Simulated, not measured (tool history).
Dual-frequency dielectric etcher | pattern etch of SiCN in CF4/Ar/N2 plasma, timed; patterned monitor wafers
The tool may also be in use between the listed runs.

run	hour	source power (W)	bias power (W)	Ar flow (sccm)	CF4 flow (sccm)	etch time (s)	mean etch depth across the wafer (Å)
1	0.0	310	78	136	52	55.5	333.59
2	8.3	320	79	136	52	55.5	344.22
3	11.5	330	79	136	52	55.5	352.66
4	14.7	300	79	136	52	55.5	324.84
5	21.3	300	79	136	52	55.5	324.19
6	27.2	320	80	136	52	55.5	345.62
7	33.9	330	80	136	52	55.5	354.96
8	39.7	340	80	136	52	55.5	366.03
9	42.4	350	80	136	52	55.5	376.00
10	50.2	360	80	136	52	55.5	386.30
11	57.4	370	80	136	52	55.5	393.58

Run 12 comes next. What will it give?
12	60.5	370	80	136	52	55.5	?

{"run 12": {"mean etch depth across the wafer (Å)": 395.06}}
